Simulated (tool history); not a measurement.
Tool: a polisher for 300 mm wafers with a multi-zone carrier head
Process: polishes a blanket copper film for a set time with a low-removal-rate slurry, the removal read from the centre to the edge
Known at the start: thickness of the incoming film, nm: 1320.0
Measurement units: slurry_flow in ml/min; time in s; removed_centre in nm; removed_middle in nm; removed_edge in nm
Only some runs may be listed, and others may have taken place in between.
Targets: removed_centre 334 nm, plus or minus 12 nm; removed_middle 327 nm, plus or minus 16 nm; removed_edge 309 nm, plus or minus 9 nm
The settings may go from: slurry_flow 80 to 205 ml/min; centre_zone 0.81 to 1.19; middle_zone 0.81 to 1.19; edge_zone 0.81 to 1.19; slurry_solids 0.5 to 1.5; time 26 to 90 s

run 1 day=0 | slurry_flow=135 centre_zone=1 middle_zone=1 edge_zone=1 slurry_solids=1 time=58 | removed_centre=277.74 removed_middle=275.87 removed_edge=272.7
run 2 day=0.071 | slurry_flow=135 centre_zone=1 middle_zone=1.06 edge_zone=1 slurry_solids=1 time=58 | removed_centre=284.08 removed_middle=285.43 removed_edge=276.5
run 3 day=0.2 | slurry_flow=135 centre_zone=0.95 middle_zone=1.06 edge_zone=1 slurry_solids=1 time=58 | removed_centre=268.26 removed_middle=289.32 removed_edge=276.02
run 4 day=0.462 | slurry_flow=145 centre_zone=0.97 middle_zone=1.07 edge_zone=1.01 slurry_solids=1 time=58 | removed_centre=279.89 removed_middle=305.12 removed_edge=278.82
run 5 day=0.808 | slurry_flow=145 centre_zone=0.97 middle_zone=1.03 edge_zone=1.01 slurry_solids=1 time=58 | removed_centre=273.91 removed_middle=284.57 removed_edge=278.2
run 6 day=1.138 | slurry_flow=145 centre_zone=0.97 middle_zone=0.98 edge_zone=1.01 slurry_solids=1 time=58 | removed_centre=282.66 removed_middle=277.51 removed_edge=279.45
run 7 day=1.262 | slurry_flow=155 centre_zone=0.98 middle_zone=0.99 edge_zone=1.02 slurry_solids=1.05 time=58 | removed_centre=282.62 removed_middle=295.21 removed_edge=288.65
run 8 day=1.367 | slurry_flow=160 centre_zone=1.01 middle_zone=0.99 edge_zone=1.02 slurry_solids=1.05 time=58 | removed_centre=299.88 removed_middle=287.51 removed_edge=290.76
run 9 day=1.604 | slurry_flow=165 centre_zone=1.02 middle_zone=1.01 edge_zone=1.02 slurry_solids=1.05 time=58 | removed_centre=300.97 removed_middle=299.77 removed_edge=289.69
run 10 day=1.842 | slurry_flow=170 centre_zone=1.03 middle_zone=1.01 edge_zone=1.03 slurry_solids=1.05 time=58 | removed_centre=310.72 removed_middle=299.43 removed_edge=297.62
run 11 day=2.025 | slurry_flow=175 centre_zone=1.03 middle_zone=1.02 edge_zone=1.03 slurry_solids=1.05 time=58 | removed_centre=309.52 removed_middle=297.49 removed_edge=292.65
run 12 day=2.092 | slurry_flow=180 centre_zone=1.04 middle_zone=1.03 edge_zone=1.03 slurry_solids=1.1 time=58 | removed_centre=313.77 removed_middle=303.49 removed_edge=303.33

Consider the 4 candidate settings below. Which is the only one whose results all fall within their allowed miss of target?
run A day=2.158 | slurry_flow=170 centre_zone=1 middle_zone=0.94 edge_zone=1.19 slurry_solids=1.5 time=54 | removed_centre=? removed_middle=? removed_edge=?
run B day=2.158 | slurry_flow=190 centre_zone=1.12 middle_zone=0.98 edge_zone=1.12 slurry_solids=1.1 time=54 | removed_centre=? removed_middle=? removed_edge=?
run C day=2.158 | slurry_flow=190 centre_zone=0.91 middle_zone=1.11 edge_zone=0.93 slurry_solids=1.35 time=57 | removed_centre=? removed_middle=? removed_edge=?
run D day=2.158 | slurry_flow=205 centre_zone=1.04 middle_zone=1.05 edge_zone=1.04 slurry_solids=1.05 time=60 | removed_centre=? removed_middle=? removed_edge=?

move=A removed_centre=304.41 removed_middle=278.72 removed_edge=325.65
move=B removed_centre=322.66 removed_middle=270.77 removed_edge=296.07
move=C removed_centre=290.95 removed_middle=330.18 removed_edge=299.88
move=D removed_centre=333.3 removed_middle=316.61 removed_edge=315.76
A: moves away from the targets compared with the last run
B: corrects the largest miss of the last run, while another result sits out of spec
C: moves away from the targets compared with the last run
D: each result inside its tolerance
D meets every target.

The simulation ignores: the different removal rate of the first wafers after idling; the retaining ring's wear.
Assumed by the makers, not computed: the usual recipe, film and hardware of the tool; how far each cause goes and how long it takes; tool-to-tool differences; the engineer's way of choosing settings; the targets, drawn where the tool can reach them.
